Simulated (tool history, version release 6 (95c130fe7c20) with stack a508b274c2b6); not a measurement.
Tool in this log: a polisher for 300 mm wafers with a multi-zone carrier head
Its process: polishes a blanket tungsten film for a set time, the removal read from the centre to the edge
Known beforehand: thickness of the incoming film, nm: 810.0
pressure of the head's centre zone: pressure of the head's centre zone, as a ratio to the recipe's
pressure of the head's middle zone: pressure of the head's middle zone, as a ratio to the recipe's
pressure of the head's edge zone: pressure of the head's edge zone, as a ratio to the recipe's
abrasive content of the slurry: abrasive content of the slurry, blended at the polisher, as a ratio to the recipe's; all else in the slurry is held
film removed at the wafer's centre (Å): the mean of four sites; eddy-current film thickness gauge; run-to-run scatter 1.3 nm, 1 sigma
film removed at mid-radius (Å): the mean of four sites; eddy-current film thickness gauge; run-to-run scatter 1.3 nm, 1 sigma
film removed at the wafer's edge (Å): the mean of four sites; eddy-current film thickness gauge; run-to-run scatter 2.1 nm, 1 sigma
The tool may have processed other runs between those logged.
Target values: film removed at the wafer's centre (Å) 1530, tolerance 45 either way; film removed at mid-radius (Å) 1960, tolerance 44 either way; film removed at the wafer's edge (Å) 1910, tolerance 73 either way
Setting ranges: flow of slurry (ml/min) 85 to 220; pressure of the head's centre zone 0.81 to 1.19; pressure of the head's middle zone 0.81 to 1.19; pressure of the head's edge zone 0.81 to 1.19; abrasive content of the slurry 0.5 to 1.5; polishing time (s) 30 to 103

run  hour  flow of slurry (ml/min)  pressure of the head's centre zone  pressure of the head's middle zone  pressure of the head's edge zone  abrasive content of the slurry  polishing time (s)  film removed at the wafer's centre (Å)  film removed at mid-radius (Å)  film removed at the wafer's edge (Å)
  1     0                      140                                   1                                   1                                 1                               1                  66                                  2242.1                            2306                                2259.8
  2   2.1                      140                                   1                                1.07                                 1                               1                  66                                  2237.6                          2418.4                                  2275
  3   6.8                      140                                   1                                1.07                                 1                               1                  52                                  1754.4                          1881.6                                1757.2
  4  10.8                      140                                   1                                1.07                                 1                             0.9                  52                                  1677.4                          1830.8                                1707.3
  5  13.8                      140                                   1                                1.07                              1.07                             0.9                  52                                  1702.8                          1850.7                                1809.6
  6  18.9                      140                                0.98                                1.08                              1.08                             0.9                  52                                  1656.6                          1869.3                                1799.2
  7  27.7                      140                                0.97                                1.09                               1.1                             0.9                  52                                  1630.8                          1868.5                                1807.7
  8  35.5                      140                                0.88                                1.14                              1.19                               1                  52                                  1557.4                          1980.8                                1940.6

Pick the move, out of 5, that brings all results within their allowed miss; only one does.
  A  43.3                      155                                0.89                                1.05                              1.19                               1                  53                                       ?                               ?                                     ?
  B  43.3                      120                                0.93                                1.11                              1.19                               1                  54                                       ?                               ?                                     ?
  C  43.3                      145                                0.87                                1.15                              1.14                             1.1                  51                                       ?                               ?                                     ?
  D  43.3                      165                                0.85                                1.07                              1.19                            0.85                  53                                       ?                               ?                                     ?
  E  43.3                      150                                0.86                                 1.1                              1.14                            1.05                  51                                       ?                               ?                                     ?

move  film removed at the wafer's centre (Å)  film removed at mid-radius (Å)  film removed at the wafer's edge (Å)
   A                                  1599.7                          1918.4                                1991.6
   B                                  1631.5                          1964.1                                1972.9
   C                                    1537                          2027.8                                1918.7
   D                                  1458.4                          1857.3                                1894.4
   E                                  1503.9                          1937.4                                1897.4
A: its largest miss is bigger than the last run's
B: its largest miss is bigger than the last run's
C: brings the result that was furthest off to its target, and leaves another outside
D: carries the result that was furthest off beyond its target, to the other side
E: in spec on every target
So the answer is move E, the one that meets all the targets.
